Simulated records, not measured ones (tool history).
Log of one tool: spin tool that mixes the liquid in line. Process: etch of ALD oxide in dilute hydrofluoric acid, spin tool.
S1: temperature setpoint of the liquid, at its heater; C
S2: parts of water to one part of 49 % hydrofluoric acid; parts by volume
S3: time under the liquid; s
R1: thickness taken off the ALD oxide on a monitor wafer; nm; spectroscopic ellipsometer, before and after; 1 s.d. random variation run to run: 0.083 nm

run 1 hour=0 | S1=20 S2=250 S3=260 | R1=10.908
run 2 hour=6.9 | S1=20 S2=250 S3=260 | R1=11.218
run 3 hour=13.9 | S1=23.5 S2=250 S3=260 | R1=12.558
run 4 hour=21.4 | S1=22 S2=255 S3=260 | R1=11.641
run 5 hour=28.4 | S1=22 S2=290 S3=260 | R1=10.03
run 6 hour=37.2 | S1=21.5 S2=290 S3=260 | R1=9.7594
run 7 hour=45.3 | S1=21 S2=290 S3=260 | R1=9.7158

For run 8, what comes out?
run 8 hour=49.4 | S1=20.5 S2=290 S3=260 | R1=?

R1: 9.3562 nm

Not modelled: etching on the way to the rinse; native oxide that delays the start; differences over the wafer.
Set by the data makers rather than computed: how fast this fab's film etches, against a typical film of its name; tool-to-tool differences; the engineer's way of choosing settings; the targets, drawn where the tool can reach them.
